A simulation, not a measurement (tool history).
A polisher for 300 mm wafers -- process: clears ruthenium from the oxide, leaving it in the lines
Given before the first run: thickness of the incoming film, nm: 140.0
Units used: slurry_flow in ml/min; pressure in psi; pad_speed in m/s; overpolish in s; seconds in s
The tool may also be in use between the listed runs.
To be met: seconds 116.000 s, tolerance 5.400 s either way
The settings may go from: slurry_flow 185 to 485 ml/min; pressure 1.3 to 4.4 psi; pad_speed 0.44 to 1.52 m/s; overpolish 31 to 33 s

run	hour	slurry_flow	pressure	pad_speed	overpolish	seconds
1	0.0	310	2.8	0.98	31	80.393
2	7.5	310	2.8	0.98	33	80.115
3	8.1	310	2.5	0.98	33	89.993
4	8.8	310	2.5	0.98	31	88.744
5	11.0	310	2.3	0.98	31	97.859
6	18.5	310	2.6	0.98	31	87.122
7	21.3	310	2.4	0.98	31	93.247
8	26.4	310	2.2	0.98	31	100.500
9	33.3	310	2.1	0.98	31	104.270

Consider the 5 candidate settings below. Which is the only one whose results all fall within their allowed miss of target?
A	40.2	390	2.6	0.70	31	?
B	40.2	275	1.9	1.22	31	?
C	40.2	310	2.0	0.84	31	?
D	40.2	190	2.6	0.64	33	?
E	40.2	270	1.9	0.86	32	?

move	seconds
A	117.730
B	94.891
C	128.860
D	133.990
E	133.410
A: all results in spec
B: the biggest miss grows against the last run
C: the result that was furthest off in the last run now lies on the other side of its target
D: the result that was furthest off in the last run now lies on the other side of its target
E: the result that was furthest off in the last run now lies on the other side of its target
Move A is the one to make.
